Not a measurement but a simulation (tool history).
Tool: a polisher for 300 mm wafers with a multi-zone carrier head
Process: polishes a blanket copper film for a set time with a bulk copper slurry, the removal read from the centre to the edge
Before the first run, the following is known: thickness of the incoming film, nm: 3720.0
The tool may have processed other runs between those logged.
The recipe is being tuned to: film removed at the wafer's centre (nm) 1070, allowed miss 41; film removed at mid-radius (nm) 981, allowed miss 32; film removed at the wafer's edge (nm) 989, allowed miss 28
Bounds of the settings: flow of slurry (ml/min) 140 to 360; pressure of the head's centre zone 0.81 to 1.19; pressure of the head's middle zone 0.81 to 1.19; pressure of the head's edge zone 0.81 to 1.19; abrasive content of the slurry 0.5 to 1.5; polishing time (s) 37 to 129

| run | day | flow of slurry (ml/min) | pressure of the head's centre zone | pressure of the head's middle zone | pressure of the head's edge zone | abrasive content of the slurry | polishing time (s) | film removed at the wafer's centre (nm) | film removed at mid-radius (nm) | film removed at the wafer's edge (nm) |
|---|---|---|---|---|---|---|---|---|---|---|
| 1 | 0 | 230 | 1 | 1 | 1 | 1 | 83 | 865.73 | 883.05 | 888.09 |
| 2 | 0.288 | 235 | 1.02 | 1.01 | 1.01 | 1 | 83 | 889.53 | 890.23 | 891.56 |
| 3 | 0.562 | 240 | 1.03 | 1.02 | 1.02 | 1 | 83 | 900.44 | 899.14 | 910.34 |
| 4 | 0.692 | 245 | 1.04 | 1.03 | 1.02 | 1 | 83 | 908.4 | 910.31 | 911.52 |
| 5 | 1.042 | 245 | 1.04 | 1.03 | 1.02 | 1 | 97 | 1071 | 1049.5 | 1045 |
| 6 | 1.129 | 245 | 1.04 | 1.03 | 1.02 | 1 | 87 | 957.36 | 948.41 | 951.4 |
| 7 | 1.454 | 250 | 1.05 | 1.03 | 1.02 | 1 | 87 | 967.88 | 959.59 | 947.76 |
| 8 | 1.721 | 255 | 1.06 | 1.03 | 1.02 | 1 | 87 | 971.87 | 942.33 | 959.36 |
| 9 | 2.067 | 290 | 1.14 | 1.08 | 1.01 | 1.05 | 87 | 1105.9 | 1038 | 988.15 |

Which one of the following 5 next-run settings gets every result inside its allowed miss? There is exactly one.
| A | 2.412 | 295 | 1.09 | 1.12 | 1.01 | 1.05 | 89 | ? | ? | ? |
| B | 2.412 | 265 | 1.14 | 1.11 | 0.98 | 1.2 | 88 | ? | ? | ? |
| C | 2.412 | 305 | 1.07 | 1.18 | 0.97 | 1 | 84 | ? | ? | ? |
| D | 2.412 | 340 | 1.09 | 1 | 1.01 | 0.95 | 90 | ? | ? | ? |
| E | 2.412 | 285 | 1.03 | 1.07 | 1.01 | 1 | 85 | ? | ? | ? |

| move | film removed at the wafer's centre (nm) | film removed at mid-radius (nm) | film removed at the wafer's edge (nm) |
|---|---|---|---|
| A | 1057.9 | 1079.9 | 987.78 |
| B | 1117.6 | 1083.3 | 987.25 |
| C | 971.92 | 1056.6 | 904.59 |
| D | 1057.6 | 979.6 | 985.27 |
| E | 938.43 | 976.28 | 929.74 |
A: its largest miss is bigger than the last run's
B: its largest miss is bigger than the last run's
C: its largest miss is bigger than the last run's
D: all results in spec
E: the furthest-off result lands on target, but another misses its tolerance
Go with D: it meets all targets.
